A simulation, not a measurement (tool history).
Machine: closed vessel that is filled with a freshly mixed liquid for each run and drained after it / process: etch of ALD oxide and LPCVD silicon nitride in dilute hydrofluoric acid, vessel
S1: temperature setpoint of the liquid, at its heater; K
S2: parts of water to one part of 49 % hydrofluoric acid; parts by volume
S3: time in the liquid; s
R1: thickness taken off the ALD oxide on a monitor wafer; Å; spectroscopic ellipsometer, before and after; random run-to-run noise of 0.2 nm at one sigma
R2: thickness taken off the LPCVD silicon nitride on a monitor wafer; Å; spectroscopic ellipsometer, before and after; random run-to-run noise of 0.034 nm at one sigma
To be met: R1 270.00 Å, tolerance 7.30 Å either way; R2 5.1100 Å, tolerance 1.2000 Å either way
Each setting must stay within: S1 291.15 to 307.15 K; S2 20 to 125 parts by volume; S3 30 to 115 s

{"run": 1, "hour": 0.0, "S1": 299.15, "S2": 70, "S3": 60, "R1": 205.84, "R2": 4.9327}
{"run": 2, "hour": 9.2, "S1": 299.15, "S2": 85, "S3": 60, "R1": 164.87, "R2": 3.7541}
{"run": 3, "hour": 15.7, "S1": 299.15, "S2": 110, "S3": 60, "R1": 124.21, "R2": 2.5341}
{"run": 4, "hour": 21.2, "S1": 300.15, "S2": 100, "S3": 60, "R1": 143.93, "R2": 3.1776}
{"run": 5, "hour": 22.3, "S1": 298.65, "S2": 100, "S3": 60, "R1": 135.41, "R2": 2.7186}
{"run": 6, "hour": 25.7, "S1": 298.65, "S2": 115, "S3": 60, "R1": 116.94, "R2": 2.5245}
{"run": 7, "hour": 29.2, "S1": 299.65, "S2": 100, "S3": 60, "R1": 141.75, "R2": 3.2607}
{"run": 8, "hour": 36.6, "S1": 299.15, "S2": 90, "S3": 60, "R1": 155.06, "R2": 3.8167}
{"run": 9, "hour": 38.5, "S1": 303.15, "S2": 75, "S3": 65, "R1": 238.96, "R2": 5.7237}
{"run": 10, "hour": 44.9, "S1": 303.65, "S2": 75, "S3": 65, "R1": 244.87, "R2": 5.1764}
{"run": 11, "hour": 46.2, "S1": 304.15, "S2": 75, "S3": 65, "R1": 248.74, "R2": 5.7056}
{"run": 12, "hour": 50.2, "S1": 304.65, "S2": 75, "S3": 65, "R1": 254.48, "R2": 5.8088}
{"run": 13, "hour": 58.5, "S1": 305.15, "S2": 75, "S3": 65, "R1": 256.29, "R2": 6.9915}
{"run": 14, "hour": 65.6, "S1": 301.15, "S2": 60, "S3": 65, "R1": 286.85, "R2": 7.1983}
{"run": 15, "hour": 68.0, "S1": 300.65, "S2": 60, "S3": 65, "R1": 280.95, "R2": 5.531}

Which one of the following 4 next-run settings gets every result inside its allowed miss? There is exactly one.
{"run": "A", "hour": 70.4, "S1": 296.65, "S2": 75, "S3": 95, "R1": "?", "R2": "?"}
{"run": "B", "hour": 70.4, "S1": 294.65, "S2": 70, "S3": 100, "R1": "?", "R2": "?"}
{"run": "C", "hour": 70.4, "S1": 299.15, "S2": 75, "S3": 80, "R1": "?", "R2": "?"}
{"run": "D", "hour": 70.4, "S1": 301.15, "S2": 50, "S3": 55, "R1": "?", "R2": "?"}

move=A R1=269.87 R2=5.7776
move=B R1=282.17 R2=5.6856
move=C R1=251.22 R2=5.7418
move=D R1=290.52 R2=6.7175
A: all results in spec
B: lands further from the targets than the last run did
C: the result that was furthest off in the last run now lies on the other side of its target
D: lands further from the targets than the last run did
The right move is A.
